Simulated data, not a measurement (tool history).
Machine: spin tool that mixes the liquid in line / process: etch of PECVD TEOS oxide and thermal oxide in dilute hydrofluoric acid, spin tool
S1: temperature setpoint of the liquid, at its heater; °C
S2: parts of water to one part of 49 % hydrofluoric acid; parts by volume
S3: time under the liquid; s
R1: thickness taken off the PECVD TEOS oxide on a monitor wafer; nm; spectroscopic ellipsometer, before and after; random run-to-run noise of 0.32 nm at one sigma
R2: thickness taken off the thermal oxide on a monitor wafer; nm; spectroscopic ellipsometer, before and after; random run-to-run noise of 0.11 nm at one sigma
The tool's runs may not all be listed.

run	hour	S1	S2	S3	R1	R2
1	0.0	21.0	60	55	13.843	4.0415
2	7.7	21.0	60	70	17.716	5.2144
3	13.3	22.5	60	70	18.951	5.4870
4	16.5	23.5	55	70	21.486	6.1539
5	24.6	24.0	50	70	24.930	6.9220
6	31.4	24.0	40	75	33.937	9.5446
7	39.1	23.5	40	75	32.481	9.3089
8	46.6	23.5	35	75	37.793	10.7360
9	51.9	23.0	35	75	36.535	10.6640
10	55.6	23.5	35	75	36.674	10.7430

For run 11, what comes out?
11	64.2	24.0	40	75	?	?

R1: 33.116 nm
R2: 9.6463 nm

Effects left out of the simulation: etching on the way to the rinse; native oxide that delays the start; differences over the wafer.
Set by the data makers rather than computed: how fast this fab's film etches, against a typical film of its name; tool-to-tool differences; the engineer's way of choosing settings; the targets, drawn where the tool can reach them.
